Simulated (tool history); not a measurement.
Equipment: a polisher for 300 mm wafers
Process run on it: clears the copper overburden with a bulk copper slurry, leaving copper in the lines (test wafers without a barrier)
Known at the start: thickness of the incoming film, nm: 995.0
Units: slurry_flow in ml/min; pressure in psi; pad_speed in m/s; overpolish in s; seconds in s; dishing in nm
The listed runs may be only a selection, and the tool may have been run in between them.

run 1 day=0.000 | slurry_flow=215 pressure=1.7 pad_speed=1.24 slurry_solids=1.00 overpolish=12 | seconds=162.07 dishing=41.543
run 2 day=0.367 | slurry_flow=240 pressure=1.7 pad_speed=1.24 slurry_solids=1.00 overpolish=12 | seconds=160.57 dishing=42.748
run 3 day=0.650 | slurry_flow=240 pressure=1.7 pad_speed=1.24 slurry_solids=1.20 overpolish=12 | seconds=156.49 dishing=43.444
run 4 day=0.696 | slurry_flow=240 pressure=1.7 pad_speed=0.96 slurry_solids=1.20 overpolish=12 | seconds=193.05 dishing=37.973
run 5 day=0.754 | slurry_flow=225 pressure=1.6 pad_speed=1.02 slurry_solids=1.10 overpolish=11 | seconds=202.16 dishing=34.755
run 6 day=0.971 | slurry_flow=210 pressure=1.5 pad_speed=1.08 slurry_solids=1.00 overpolish=10 | seconds=205.17 dishing=32.701
run 7 day=1.054 | slurry_flow=270 pressure=1.0 pad_speed=1.36 slurry_solids=1.25 overpolish=4 | seconds=200.60 dishing=14.820
run 8 day=1.083 | slurry_flow=265 pressure=1.0 pad_speed=1.34 slurry_solids=1.25 overpolish=4 | seconds=206.68 dishing=14.852
run 9 day=1.367 | slurry_flow=255 pressure=1.1 pad_speed=1.30 slurry_solids=1.25 overpolish=9 | seconds=204.71 dishing=29.778
run 10 day=1.412 | slurry_flow=260 pressure=1.2 pad_speed=1.26 slurry_solids=1.20 overpolish=9 | seconds=193.68 dishing=29.467
run 11 day=1.454 | slurry_flow=260 pressure=1.2 pad_speed=1.22 slurry_solids=1.20 overpolish=9 | seconds=208.28 dishing=29.461
run 12 day=1.738 | slurry_flow=255 pressure=1.2 pad_speed=1.20 slurry_solids=1.20 overpolish=9 | seconds=204.50 dishing=29.334
run 13 day=1.800 | slurry_flow=255 pressure=1.3 pad_speed=1.16 slurry_solids=1.20 overpolish=9 | seconds=198.78 dishing=30.534
run 14 day=2.100 | slurry_flow=240 pressure=1.3 pad_speed=1.18 slurry_solids=1.20 overpolish=9 | seconds=200.55 dishing=30.238
run 15 day=2.217 | slurry_flow=250 pressure=1.3 pad_speed=1.16 slurry_solids=1.15 overpolish=9 | seconds=198.90 dishing=29.812
run 16 day=2.279 | slurry_flow=250 pressure=1.3 pad_speed=1.16 slurry_solids=1.15 overpolish=9 | seconds=199.97 dishing=29.898
run 17 day=2.354 | slurry_flow=240 pressure=1.3 pad_speed=1.16 slurry_solids=1.15 overpolish=9 | seconds=199.36 dishing=29.808
run 18 day=2.571 | slurry_flow=240 pressure=1.3 pad_speed=1.14 slurry_solids=1.15 overpolish=9 | seconds=203.72 dishing=29.262
run 19 day=2.788 | slurry_flow=265 pressure=0.8 pad_speed=1.40 slurry_solids=1.30 overpolish=4 | seconds=228.65 dishing=13.623
run 20 day=2.888 | slurry_flow=265 pressure=0.8 pad_speed=1.38 slurry_solids=1.30 overpolish=4 | seconds=230.70 dishing=13.342
run 21 day=3.088 | slurry_flow=265 pressure=0.8 pad_speed=1.38 slurry_solids=1.30 overpolish=4 | seconds=225.37 dishing=13.282
run 22 day=3.204 | slurry_flow=260 pressure=1.1 pad_speed=1.36 slurry_solids=1.30 overpolish=10 | seconds=197.67 dishing=33.180

Run 23 is up next; what results do you expect?
run 23 day=3.400 | slurry_flow=255 pressure=1.1 pad_speed=1.38 slurry_solids=1.30 overpolish=9 | seconds=? dishing=?

seconds: 186.46 s
dishing: 30.176 nm
